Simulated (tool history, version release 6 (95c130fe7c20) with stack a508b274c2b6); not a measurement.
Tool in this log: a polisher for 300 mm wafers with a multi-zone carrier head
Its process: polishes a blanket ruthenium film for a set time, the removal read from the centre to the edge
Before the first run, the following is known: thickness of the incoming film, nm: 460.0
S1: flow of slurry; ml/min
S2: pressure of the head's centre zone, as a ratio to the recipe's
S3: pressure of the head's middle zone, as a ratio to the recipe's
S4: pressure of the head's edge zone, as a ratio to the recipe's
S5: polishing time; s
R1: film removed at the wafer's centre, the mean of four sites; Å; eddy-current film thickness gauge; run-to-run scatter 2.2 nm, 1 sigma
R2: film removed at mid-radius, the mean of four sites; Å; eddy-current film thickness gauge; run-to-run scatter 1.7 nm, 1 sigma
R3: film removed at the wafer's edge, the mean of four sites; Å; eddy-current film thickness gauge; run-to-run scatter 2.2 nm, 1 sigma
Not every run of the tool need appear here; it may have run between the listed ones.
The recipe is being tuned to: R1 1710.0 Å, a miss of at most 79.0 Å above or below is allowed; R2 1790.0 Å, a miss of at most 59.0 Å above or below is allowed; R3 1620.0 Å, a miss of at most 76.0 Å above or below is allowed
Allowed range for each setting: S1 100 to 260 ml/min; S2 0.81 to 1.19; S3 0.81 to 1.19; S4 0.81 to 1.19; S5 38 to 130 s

run,hour,S1,S2,S3,S4,S5,R1,R2,R3
1,0.0,165,1.00,1.00,1.00,84,1066.4,1059.7,1044.1
2,6.9,170,1.01,1.02,1.01,88,1175.2,1117.3,1110.1
3,10.2,170,1.01,1.02,1.01,105,1354.4,1340.9,1333.4
4,13.5,170,1.01,0.97,1.01,105,1389.5,1310.4,1325.5
5,21.6,170,1.01,0.97,1.05,105,1332.8,1291.8,1338.3
6,22.2,170,1.01,1.00,1.05,105,1361.5,1308.5,1358.5
7,25.9,175,1.01,1.02,1.04,107,1383.4,1392.9,1404.3
8,34.9,180,1.02,1.04,1.04,108,1426.8,1424.1,1367.9
9,41.1,180,1.02,1.05,1.04,110,1489.4,1444.9,1403.9
10,46.4,185,1.02,1.06,1.04,112,1496.3,1495.5,1488.1
11,53.8,185,1.02,1.06,1.04,112,1485.2,1505.1,1443.6

Which one of the following 4 next-run settings gets every result inside its allowed miss? There is exactly one.
A,61.2,190,1.08,1.19,1.08,122,?,?,?
B,61.2,230,0.90,0.92,1.14,96,?,?,?
C,61.2,245,1.18,1.19,0.81,117,?,?,?
D,61.2,200,0.85,1.19,0.97,120,?,?,?

move,R1,R2,R3
A,1674.4,1771.9,1593.1
B,1171.7,1198.0,1319.7
C,1798.6,1761.9,1372.1
D,1371.6,1759.2,1495.9
A: in spec on every target
B: its largest miss is bigger than the last run's
C: meets the target for the result that was furthest off, but another lies outside its allowed miss
D: meets the target for the result that was furthest off, but another lies outside its allowed miss
The move that meets every target is A.

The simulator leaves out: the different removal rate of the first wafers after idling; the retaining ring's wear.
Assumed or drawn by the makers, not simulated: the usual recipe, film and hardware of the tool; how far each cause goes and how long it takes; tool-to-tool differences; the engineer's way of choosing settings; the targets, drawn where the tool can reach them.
